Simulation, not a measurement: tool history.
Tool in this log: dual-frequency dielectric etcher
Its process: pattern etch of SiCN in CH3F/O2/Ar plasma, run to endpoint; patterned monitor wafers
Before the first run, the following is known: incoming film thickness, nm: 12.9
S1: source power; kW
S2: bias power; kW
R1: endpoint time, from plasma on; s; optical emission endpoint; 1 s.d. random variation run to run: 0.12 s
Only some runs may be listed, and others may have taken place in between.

run,hour,S1,S2,R1
1,0,0.37,0.087,33.848
2,6.1,0.35,0.086,34.865
3,9,0.39,0.086,33.403
4,17.1,0.39,0.101,31.505
5,23.4,0.37,0.098,32.714
6,26.6,0.35,0.096,33.526
7,32.3,0.33,0.094,34.731
8,36,0.32,0.093,35.223
9,41.1,0.31,0.092,35.743
10,46.3,0.3,0.092,36.156
11,50.4,0.29,0.092,36.878
12,52.1,0.28,0.092,37.47

Run 13 comes next. What will it give?
13,52.7,0.27,0.092,?

R1: 38.111 s
